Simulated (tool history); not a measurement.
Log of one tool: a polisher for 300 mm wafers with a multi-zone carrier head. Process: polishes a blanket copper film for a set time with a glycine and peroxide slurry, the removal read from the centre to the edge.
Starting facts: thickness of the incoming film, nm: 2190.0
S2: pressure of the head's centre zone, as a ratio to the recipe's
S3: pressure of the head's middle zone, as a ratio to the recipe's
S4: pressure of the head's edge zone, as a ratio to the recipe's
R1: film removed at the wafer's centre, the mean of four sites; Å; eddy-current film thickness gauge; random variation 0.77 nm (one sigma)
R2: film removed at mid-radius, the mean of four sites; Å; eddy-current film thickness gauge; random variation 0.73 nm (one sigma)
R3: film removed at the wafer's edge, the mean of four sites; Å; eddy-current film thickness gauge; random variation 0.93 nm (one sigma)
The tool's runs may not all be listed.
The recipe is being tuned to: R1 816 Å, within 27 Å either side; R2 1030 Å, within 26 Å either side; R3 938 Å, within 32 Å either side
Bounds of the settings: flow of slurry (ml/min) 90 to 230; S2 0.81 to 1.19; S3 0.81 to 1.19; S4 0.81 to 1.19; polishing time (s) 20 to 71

Run 1, hour 0: flow of slurry (ml/min) 150, S2 1, S3 1, S4 1, polishing time (s) 45. Result: R1 1569.2 Å, R2 1564 Å, R3 1557.2 Å.
Run 2, hour 6: flow of slurry (ml/min) 150, S2 1.07, S3 1, S4 1, polishing time (s) 45. Result: R1 1690.3 Å, R2 1589.7 Å, R3 1560.9 Å.
Run 3, hour 13.5: flow of slurry (ml/min) 150, S2 1.13, S3 1, S4 1, polishing time (s) 45. Result: R1 1771.9 Å, R2 1578.1 Å, R3 1549.5 Å.
Run 4, hour 17.8: flow of slurry (ml/min) 150, S2 1.13, S3 1, S4 1, polishing time (s) 41. Result: R1 1644.8 Å, R2 1442.5 Å, R3 1396.7 Å.
Run 5, hour 18.3: flow of slurry (ml/min) 150, S2 1.13, S3 1, S4 1, polishing time (s) 35. Result: R1 1386.8 Å, R2 1221.7 Å, R3 1209.8 Å.
Run 6, hour 19.6: flow of slurry (ml/min) 135, S2 1.03, S3 1.03, S4 0.95, polishing time (s) 33. Result: R1 1154.6 Å, R2 1157.2 Å, R3 1080.5 Å.
Run 7, hour 25.7: flow of slurry (ml/min) 120, S2 0.96, S3 1.03, S4 0.93, polishing time (s) 32. Result: R1 1023.1 Å, R2 1083.1 Å, R3 1027.3 Å.
Run 8, hour 33.8: flow of slurry (ml/min) 110, S2 0.91, S3 1.05, S4 0.91, polishing time (s) 32. Result: R1 928.71 Å, R2 1087.8 Å, R3 991.32 Å.
Run 9, hour 34.8: flow of slurry (ml/min) 105, S2 0.89, S3 1.05, S4 0.9, polishing time (s) 32. Result: R1 898.72 Å, R2 1048.1 Å, R3 979.94 Å.

Which one of the following 5 next-run settings gets every result inside its allowed miss? There is exactly one.
Run A, hour 35.8: flow of slurry (ml/min) 95, S2 0.86, S3 1.02, S4 0.91, polishing time (s) 31. Result: R1 ?, R2 ?, R3 ?.
Run B, hour 35.8: flow of slurry (ml/min) 135, S2 0.91, S3 0.99, S4 0.81, polishing time (s) 32. Result: R1 ?, R2 ?, R3 ?.
Run C, hour 35.8: flow of slurry (ml/min) 135, S2 0.83, S3 0.96, S4 0.92, polishing time (s) 29. Result: R1 ?, R2 ?, R3 ?.
Run D, hour 35.8: flow of slurry (ml/min) 90, S2 0.84, S3 1.04, S4 0.83, polishing time (s) 33. Result: R1 ?, R2 ?, R3 ?.
Run E, hour 35.8: flow of slurry (ml/min) 95, S2 0.86, S3 1.04, S4 0.93, polishing time (s) 33. Result: R1 ?, R2 ?, R3 ?.

move      R1      R2      R3
   A  816.97  957.54  941.02
   B  1005.1  1068.8  990.13
   C  829.91  944.13  950.57
   D   829.6  1015.7  947.98
   E   869.8  1036.2  1011.6
A: the furthest-off result lands on target, but another misses its tolerance
B: further off than the last run
C: the furthest-off result lands on target, but another misses its tolerance
D: every result within its allowed miss
E: nearer than the last run, and not there yet
So the answer is move D, the one that meets all the targets.
